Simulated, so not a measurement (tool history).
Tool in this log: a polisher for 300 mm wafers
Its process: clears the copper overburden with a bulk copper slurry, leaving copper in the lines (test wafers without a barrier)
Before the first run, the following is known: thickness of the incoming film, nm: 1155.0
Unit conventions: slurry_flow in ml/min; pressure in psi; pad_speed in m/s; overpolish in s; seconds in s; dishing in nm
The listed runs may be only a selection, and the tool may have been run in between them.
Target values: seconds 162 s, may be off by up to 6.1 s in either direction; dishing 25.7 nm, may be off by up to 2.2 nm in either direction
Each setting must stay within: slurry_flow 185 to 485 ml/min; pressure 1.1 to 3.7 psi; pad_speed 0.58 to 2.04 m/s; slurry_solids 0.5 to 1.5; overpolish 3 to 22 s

run,hour,slurry_flow,pressure,pad_speed,slurry_solids,overpolish,seconds,dishing
1,0,310,2.4,1.3,1,11,111.53,51.683
2,5.9,310,2.2,1.3,1,9,121.49,44.389
3,12.2,275,2.2,1.3,1,9,125.21,44.314
4,20.4,275,2.2,1.3,0.85,9,127.87,42.725
5,27.4,275,2.2,1.3,1,9,123.85,43.289
6,36,275,2.2,1.3,1,14,123.11,57.729
7,40.6,285,2.1,1.3,1,11,129.96,49.839
8,47,270,2.1,1.26,0.95,9,134.84,39.722
9,55.3,270,2,1.26,0.95,8,141.27,35.822
10,63.6,270,1.9,1.26,0.95,7,147.12,30.89
11,72.1,270,1.8,1.26,0.95,7,155.22,30.425

Exactly one of the 5 candidate moves below puts every result within its allowed miss. Which one?
A,80.6,270,1.9,1.08,1.1,6,?,?
B,80.6,300,1.9,1.22,0.9,10,?,?
C,80.6,275,1.9,1.12,1,8,?,?
D,80.6,225,1.8,1.28,0.8,9,?,?
E,80.6,280,1.7,1.38,0.9,8,?,?

move,seconds,dishing
A,161.07,25.786
B,150.28,40.575
C,159.24,32.848
D,160.85,35.57
E,150.92,34.014
A: every result within its allowed miss
B: its largest miss is bigger than the last run's
C: its largest miss is bigger than the last run's
D: its largest miss is bigger than the last run's
E: its largest miss is bigger than the last run's
So the answer is move A, the one that meets all the targets.
